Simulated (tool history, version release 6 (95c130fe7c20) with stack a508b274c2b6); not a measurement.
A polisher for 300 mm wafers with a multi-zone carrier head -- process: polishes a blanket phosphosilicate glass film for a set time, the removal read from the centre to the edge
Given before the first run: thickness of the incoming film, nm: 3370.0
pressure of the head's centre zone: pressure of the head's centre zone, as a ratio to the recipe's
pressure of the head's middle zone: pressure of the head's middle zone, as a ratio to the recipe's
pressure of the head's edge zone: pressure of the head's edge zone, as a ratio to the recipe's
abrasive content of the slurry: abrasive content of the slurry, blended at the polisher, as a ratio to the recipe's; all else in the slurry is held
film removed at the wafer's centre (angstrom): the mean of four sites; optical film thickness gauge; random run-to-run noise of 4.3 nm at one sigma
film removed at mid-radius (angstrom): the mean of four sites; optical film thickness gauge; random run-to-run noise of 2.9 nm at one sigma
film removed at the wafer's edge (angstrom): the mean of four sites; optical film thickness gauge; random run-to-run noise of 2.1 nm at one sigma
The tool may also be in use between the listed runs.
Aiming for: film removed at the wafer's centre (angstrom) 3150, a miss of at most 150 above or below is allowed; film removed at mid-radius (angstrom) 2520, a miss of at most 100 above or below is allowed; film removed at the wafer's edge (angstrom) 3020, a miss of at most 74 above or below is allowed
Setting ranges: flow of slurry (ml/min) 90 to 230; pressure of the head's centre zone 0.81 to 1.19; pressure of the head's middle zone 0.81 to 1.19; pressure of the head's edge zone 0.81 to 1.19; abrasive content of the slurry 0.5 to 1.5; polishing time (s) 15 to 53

run,hour,flow of slurry (ml/min),pressure of the head's centre zone,pressure of the head's middle zone,pressure of the head's edge zone,abrasive content of the slurry,polishing time (s),film removed at the wafer's centre (angstrom),film removed at mid-radius (angstrom),film removed at the wafer's edge (angstrom)
1,0,150,1,1,1,1,34,3448.7,3562.2,3560.9
2,6.3,150,1,1,1,1.1,34,3656,3792,3702
3,12.6,145,1.01,0.97,0.99,1.05,34,3651.6,3558.4,3574.4
4,14,145,1.01,0.97,0.96,1.05,34,3590.6,3527.2,3521.1
5,19.1,145,1.09,0.97,0.96,1.05,34,3886,3587.2,3505.6
6,27.5,140,1.08,0.94,0.96,1,34,3676.7,3297.3,3406.3
7,32.4,135,1.07,0.92,0.95,1,34,3622.9,3268,3363
8,35.7,130,1.08,0.9,0.96,0.95,34,3436.9,3115.6,3208.9
9,42.5,135,1.1,0.88,1,0.9,34,3381.8,2956,3197.4
10,46.2,130,1.11,0.87,1.02,0.9,34,3475.4,2882.4,3226.6
11,47.5,125,1.11,0.86,1.02,0.9,34,3399.2,2866.6,3176.5
12,54.4,125,1.11,0.85,1.03,0.9,34,3345.9,2787.1,3208.8
13,60.4,120,1.11,0.84,1.03,0.9,34,3321,2738.1,3221.4

Next run, 5 choices. One meets every target within its allowed miss, the rest don't. Which?
A,66.4,120,1.16,0.81,1.14,0.85,34,?,?,?
B,66.4,125,1.09,0.81,1.01,0.75,38,?,?,?
C,66.4,105,0.99,0.84,1.03,0.95,37,?,?,?
D,66.4,130,0.95,0.87,1.01,0.95,33,?,?,?
E,66.4,140,0.98,0.89,1.02,0.8,40,?,?,?

move,film removed at the wafer's centre (angstrom),film removed at mid-radius (angstrom),film removed at the wafer's edge (angstrom)
A,3280.9,2551.4,3182.4
B,3102.9,2565.2,3000.2
C,3181.5,2999.9,3496
D,2917.5,2920.6,3218
E,3229.5,3181.9,3442.8
A: moves toward the targets from the last run without getting all of them in spec
B: in spec on every target
C: misses by more than the last run did
D: misses by more than the last run did
E: misses by more than the last run did
So the answer is move B, the one that meets all the targets.
